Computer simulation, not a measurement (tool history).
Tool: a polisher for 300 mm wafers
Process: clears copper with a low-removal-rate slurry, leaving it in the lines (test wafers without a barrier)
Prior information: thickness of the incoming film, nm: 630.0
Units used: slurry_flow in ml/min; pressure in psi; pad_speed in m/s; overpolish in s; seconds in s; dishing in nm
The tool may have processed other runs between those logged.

| run | hour | slurry_flow | pressure | pad_speed | slurry_solids | overpolish | seconds | dishing |
|---|---|---|---|---|---|---|---|---|
| 1 | 0 | 290 | 3.8 | 1.4 | 1 | 24 | 111.22 | 69.02 |
| 2 | 4.2 | 290 | 3.8 | 1.4 | 1.1 | 24 | 104.89 | 71.811 |
| 3 | 7.5 | 290 | 3.8 | 1.4 | 1.2 | 24 | 105.4 | 75.166 |
| 4 | 11.1 | 290 | 4.1 | 1.42 | 1.2 | 24 | 95.161 | 76.542 |
| 5 | 19.8 | 290 | 4.3 | 1.44 | 1.2 | 25 | 87.362 | 82.806 |
| 6 | 22.1 | 290 | 4.3 | 1.44 | 1.05 | 25 | 94.218 | 78.99 |
| 7 | 24.4 | 290 | 4.3 | 1.44 | 1.05 | 25 | 92.856 | 80.074 |
| 8 | 27.1 | 290 | 4.5 | 1.44 | 1.05 | 25 | 89.329 | 83.611 |

Predict the results of run 9:
| 9 | 28.6 | 290 | 4.6 | 1.44 | 1.05 | 25 | ? | ? |

Run 9 produced seconds 85.453 s, dishing 82.573 nm.

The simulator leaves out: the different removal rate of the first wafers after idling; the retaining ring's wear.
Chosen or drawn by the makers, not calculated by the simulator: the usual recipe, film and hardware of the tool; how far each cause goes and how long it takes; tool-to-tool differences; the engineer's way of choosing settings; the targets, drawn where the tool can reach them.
